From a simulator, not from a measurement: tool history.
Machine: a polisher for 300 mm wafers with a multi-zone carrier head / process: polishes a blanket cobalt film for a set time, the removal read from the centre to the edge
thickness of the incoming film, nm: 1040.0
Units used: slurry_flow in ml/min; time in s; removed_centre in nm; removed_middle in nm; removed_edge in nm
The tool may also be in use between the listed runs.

{"run": 1, "day": 0.0, "slurry_flow": 175, "centre_zone": 1, "middle_zone": 1, "edge_zone": 1, "time": 54, "removed_centre": 303.77, "removed_middle": 313.81, "removed_edge": 323.59}
{"run": 2, "day": 0.179, "slurry_flow": 175, "centre_zone": 1.01, "middle_zone": 1, "edge_zone": 1.01, "time": 55, "removed_centre": 319, "removed_middle": 310.29, "removed_edge": 336.97}
{"run": 3, "day": 0.433, "slurry_flow": 180, "centre_zone": 1.01, "middle_zone": 1.01, "edge_zone": 1.02, "time": 56, "removed_centre": 330.57, "removed_middle": 324.23, "removed_edge": 346.91}
{"run": 4, "day": 0.525, "slurry_flow": 185, "centre_zone": 1.01, "middle_zone": 1.02, "edge_zone": 1.03, "time": 56, "removed_centre": 334.88, "removed_middle": 333.53, "removed_edge": 346.98}
{"run": 5, "day": 0.883, "slurry_flow": 185, "centre_zone": 1.08, "middle_zone": 1.02, "edge_zone": 1.03, "time": 56, "removed_centre": 348.48, "removed_middle": 332.12, "removed_edge": 351.46}
{"run": 6, "day": 1.138, "slurry_flow": 185, "centre_zone": 1.04, "middle_zone": 1.02, "edge_zone": 1.03, "time": 56, "removed_centre": 339.21, "removed_middle": 341.82, "removed_edge": 353.13}
{"run": 7, "day": 1.188, "slurry_flow": 190, "centre_zone": 1.05, "middle_zone": 1.02, "edge_zone": 1.04, "time": 56, "removed_centre": 349.89, "removed_middle": 338.12, "removed_edge": 350.21}
{"run": 8, "day": 1.25, "slurry_flow": 190, "centre_zone": 1.05, "middle_zone": 1.02, "edge_zone": 1.05, "time": 57, "removed_centre": 356.15, "removed_middle": 333.17, "removed_edge": 356.26}
{"day": 1.417, "done": "slurry nozzle cleaned"}
{"run": 9, "day": 1.417, "slurry_flow": 185, "centre_zone": 1.05, "middle_zone": 1.02, "edge_zone": 1.05, "time": 58, "removed_centre": 364.49, "removed_middle": 357.34, "removed_edge": 370.36}

Run 10 is up next; what results do you expect?
{"run": 10, "day": 1.779, "slurry_flow": 185, "centre_zone": 1.05, "middle_zone": 1.02, "edge_zone": 1.06, "time": 58, "removed_centre": "?", "removed_middle": "?", "removed_edge": "?"}

Logged for run 10: removed_centre 368.11 nm, removed_middle 356.71 nm, removed_edge 384.42 nm.

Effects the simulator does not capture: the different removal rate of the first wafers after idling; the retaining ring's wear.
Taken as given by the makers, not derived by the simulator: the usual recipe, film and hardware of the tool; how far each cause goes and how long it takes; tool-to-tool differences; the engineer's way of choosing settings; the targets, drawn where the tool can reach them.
